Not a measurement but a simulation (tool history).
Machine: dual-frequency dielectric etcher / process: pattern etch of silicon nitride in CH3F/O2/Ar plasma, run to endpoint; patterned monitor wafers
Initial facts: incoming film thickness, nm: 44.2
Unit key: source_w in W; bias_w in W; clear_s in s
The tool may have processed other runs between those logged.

{"run": 1, "hour": 0.0, "source_w": 540, "bias_w": 67, "clear_s": 59.793}
{"run": 2, "hour": 6.8, "source_w": 460, "bias_w": 67, "clear_s": 65.534}
{"run": 3, "hour": 14.3, "source_w": 480, "bias_w": 67, "clear_s": 63.818}
{"run": 4, "hour": 23.1, "source_w": 500, "bias_w": 67, "clear_s": 62.424}
{"run": 5, "hour": 24.8, "source_w": 520, "bias_w": 67, "clear_s": 61.295}
{"run": 6, "hour": 31.4, "source_w": 520, "bias_w": 59, "clear_s": 63.514}
{"run": 7, "hour": 36.1, "source_w": 540, "bias_w": 59, "clear_s": 61.996}

Run 8 comes next. What will it give?
{"run": 8, "hour": 36.9, "source_w": 560, "bias_w": 59, "clear_s": "?"}

{"run 8": {"clear_s": 61.001}}

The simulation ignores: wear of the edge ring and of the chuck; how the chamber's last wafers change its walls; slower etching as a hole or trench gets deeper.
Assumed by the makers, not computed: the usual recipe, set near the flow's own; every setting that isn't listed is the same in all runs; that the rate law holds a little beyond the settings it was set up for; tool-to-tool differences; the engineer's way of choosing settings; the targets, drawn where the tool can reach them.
